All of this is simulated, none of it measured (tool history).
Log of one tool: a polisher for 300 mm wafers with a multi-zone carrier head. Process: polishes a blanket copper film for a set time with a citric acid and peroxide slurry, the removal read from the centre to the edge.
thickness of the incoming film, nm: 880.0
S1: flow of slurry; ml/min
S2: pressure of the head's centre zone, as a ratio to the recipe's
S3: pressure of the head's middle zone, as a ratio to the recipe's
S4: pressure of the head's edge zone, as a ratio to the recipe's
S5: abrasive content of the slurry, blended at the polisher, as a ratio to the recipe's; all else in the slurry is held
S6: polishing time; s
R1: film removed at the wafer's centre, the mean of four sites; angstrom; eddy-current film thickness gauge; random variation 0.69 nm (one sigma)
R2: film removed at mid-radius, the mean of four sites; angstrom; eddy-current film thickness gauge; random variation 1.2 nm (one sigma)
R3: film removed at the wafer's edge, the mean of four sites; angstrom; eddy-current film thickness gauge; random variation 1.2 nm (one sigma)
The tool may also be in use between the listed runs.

run 1 hour=0.0 | S1=285 S2=1.00 S3=1.00 S4=1.00 S5=1.00 S6=73 | R1=1478.6 R2=1439.9 R3=1430.10
run 2 hour=0.8 | S1=285 S2=1.00 S3=1.00 S4=0.95 S5=1.00 S6=73 | R1=1478.3 R2=1481.0 R3=1433.00
run 3 hour=5.1 | S1=285 S2=0.94 S3=1.00 S4=0.95 S5=1.00 S6=73 | R1=1391.5 R2=1460.9 R3=1422.80
run 4 hour=11.8 | S1=295 S2=0.97 S3=1.01 S4=0.93 S5=0.90 S6=69 | R1=1314.7 R2=1377.0 R3=1294.60
run 5 hour=18.3 | S1=295 S2=0.93 S3=1.01 S4=0.93 S5=0.90 S6=69 | R1=1265.8 R2=1331.4 R3=1254.20
run 6 hour=20.1 | S1=295 S2=0.93 S3=1.01 S4=0.93 S5=1.00 S6=69 | R1=1299.8 R2=1404.7 R3=1317.00
run 7 hour=27.0 | S1=320 S2=0.95 S3=1.01 S4=0.91 S5=0.90 S6=67 | R1=1270.6 R2=1334.2 R3=1254.80
run 8 hour=35.5 | S1=305 S2=0.97 S3=1.01 S4=0.89 S5=0.80 S6=66 | R1=1214.3 R2=1241.2 R3=1169.10
run 9 hour=38.9 | S1=295 S2=0.99 S3=1.02 S4=0.87 S5=0.75 S6=66 | R1=1196.8 R2=1239.8 R3=1110.30
run 10 hour=40.4 | S1=275 S2=1.00 S3=1.01 S4=0.86 S5=0.70 S6=66 | R1=1175.7 R2=1166.9 R3=1078.70
run 11 hour=48.4 | S1=260 S2=1.00 S3=1.02 S4=0.85 S5=0.70 S6=66 | R1=1161.9 R2=1175.8 R3=1034.00

Forecast run 12:
run 12 hour=49.1 | S1=195 S2=0.99 S3=0.97 S4=0.83 S5=0.65 S6=66 | R1=? R2=? R3=?

{"run 12": {"R1": 1075.6, "R2": 1048.7, "R3": 980.35}}

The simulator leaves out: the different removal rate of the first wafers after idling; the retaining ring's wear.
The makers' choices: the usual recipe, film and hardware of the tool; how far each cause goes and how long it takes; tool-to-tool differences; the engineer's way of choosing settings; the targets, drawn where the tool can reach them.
